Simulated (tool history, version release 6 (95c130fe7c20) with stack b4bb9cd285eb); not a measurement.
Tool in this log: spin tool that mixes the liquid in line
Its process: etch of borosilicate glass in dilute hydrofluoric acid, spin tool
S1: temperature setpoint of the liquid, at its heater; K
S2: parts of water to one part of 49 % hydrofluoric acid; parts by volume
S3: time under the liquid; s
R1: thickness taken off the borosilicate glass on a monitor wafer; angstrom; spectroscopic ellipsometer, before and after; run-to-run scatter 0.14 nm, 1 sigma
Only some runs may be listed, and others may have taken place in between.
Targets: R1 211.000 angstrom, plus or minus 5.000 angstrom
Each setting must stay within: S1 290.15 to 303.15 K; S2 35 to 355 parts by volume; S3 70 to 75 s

run    day      S1   S2  S3       R1
  1  0.000  295.15  195  70  113.580
  2  0.204  295.15  155  70  147.110
  3  0.579  295.15  215  70   99.890
  4  0.917  298.15  215  70  113.240
  5  1.150  298.15  280  70   80.317
  6  1.350  298.15  280  70   80.962
  7  1.508  302.15  200  70  141.150
  8  1.558  302.15  185  70  155.760
  9  1.638  302.15  175  70  167.380
 10  1.921  303.15  140  70  225.690
 11  2.288  302.65  140  70  222.710
 12  2.358  302.15  140  70  220.110

Next run, 4 choices. One meets every target within its allowed miss, the rest don't. Which?
  A  2.429  300.65  145  70   ?
  B  2.429  302.15  145  75   ?
  C  2.429  302.15  145  70   ?
  D  2.429  302.15  150  70   ?

move       R1
   A  199.110
   B  225.420
   C  210.390
   D  202.080
A: takes the biggest miss from the last run beyond its target
B: the biggest miss grows against the last run
C: all results land within tolerance of their targets
D: takes the biggest miss from the last run beyond its target
Answer: C

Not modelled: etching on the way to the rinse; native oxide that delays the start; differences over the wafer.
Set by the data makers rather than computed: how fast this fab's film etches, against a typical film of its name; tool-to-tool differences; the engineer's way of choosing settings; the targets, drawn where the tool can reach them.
